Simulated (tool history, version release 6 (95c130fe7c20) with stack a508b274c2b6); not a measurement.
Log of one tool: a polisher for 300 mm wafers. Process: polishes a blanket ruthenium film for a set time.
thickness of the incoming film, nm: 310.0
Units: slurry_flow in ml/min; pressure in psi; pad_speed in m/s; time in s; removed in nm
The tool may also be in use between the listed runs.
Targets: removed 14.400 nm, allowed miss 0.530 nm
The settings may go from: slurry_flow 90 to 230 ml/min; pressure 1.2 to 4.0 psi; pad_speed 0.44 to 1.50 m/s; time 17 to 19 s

| run | hour | slurry_flow | pressure | pad_speed | time | removed |
|---|---|---|---|---|---|---|
| 1 | 0.0 | 150 | 2.6 | 0.96 | 19 | 24.714 |
| 2 | 4.2 | 150 | 2.6 | 0.96 | 17 | 22.621 |
| 3 | 11.6 | 150 | 2.4 | 0.96 | 17 | 21.117 |
| 4 | 17.7 | 150 | 2.9 | 0.96 | 17 | 25.213 |
| 5 | 24.2 | 150 | 2.9 | 1.18 | 17 | 29.495 |
| 6 | 32.9 | 125 | 2.9 | 1.18 | 17 | 28.878 |
| 7 | 34.1 | 125 | 2.7 | 1.16 | 17 | 26.265 |
| 8 | 37.6 | 125 | 2.5 | 1.16 | 17 | 24.401 |
| 9 | 45.4 | 125 | 2.3 | 1.16 | 17 | 22.695 |
| 10 | 47.7 | 125 | 2.1 | 1.16 | 17 | 20.870 |
| 11 | 52.1 | 125 | 2.0 | 1.16 | 17 | 19.612 |
| 12 | 53.9 | 125 | 1.9 | 1.16 | 17 | 18.801 |
| 13 | 57.6 | 120 | 1.2 | 1.14 | 17 | 12.309 |
| 14 | 64.1 | 125 | 1.2 | 1.14 | 17 | 11.999 |
| 15 | 72.9 | 125 | 1.7 | 1.16 | 17 | 17.095 |

Which of these 4 next moves meets every target?
| A | 81.7 | 150 | 2.0 | 1.20 | 17 | ? |
| B | 81.7 | 110 | 1.9 | 1.14 | 19 | ? |
| C | 81.7 | 125 | 1.7 | 1.34 | 19 | ? |
| D | 81.7 | 90 | 1.4 | 1.12 | 19 | ? |

| move | removed |
|---|---|
| A | 20.868 |
| B | 20.315 |
| C | 21.333 |
| D | 14.475 |
A: further off than the last run
B: further off than the last run
C: further off than the last run
D: meets every target
The right move is D.
